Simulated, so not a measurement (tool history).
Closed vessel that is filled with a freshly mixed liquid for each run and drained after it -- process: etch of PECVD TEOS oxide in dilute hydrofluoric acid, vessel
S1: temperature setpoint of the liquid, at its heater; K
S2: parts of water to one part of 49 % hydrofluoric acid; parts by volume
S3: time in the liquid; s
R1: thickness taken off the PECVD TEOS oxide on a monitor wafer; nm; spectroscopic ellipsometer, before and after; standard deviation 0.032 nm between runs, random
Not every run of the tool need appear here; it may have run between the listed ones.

run 1 hour=0 | S1=298.15 S2=75 S3=40 | R1=6.034
run 2 hour=5 | S1=298.15 S2=75 S3=40 | R1=5.9833
run 3 hour=13.9 | S1=298.65 S2=75 S3=40 | R1=6.1697
run 4 hour=16.4 | S1=298.65 S2=75 S3=40 | R1=6.192
run 5 hour=19.9 | S1=298.65 S2=50 S3=40 | R1=9.4398
run 6 hour=28.4 | S1=297.15 S2=50 S3=40 | R1=8.9191

Run 7 has not been measured yet. What should we expect?
run 7 hour=31.7 | S1=293.15 S2=50 S3=40 | R1=?

R1: 7.5661 nm
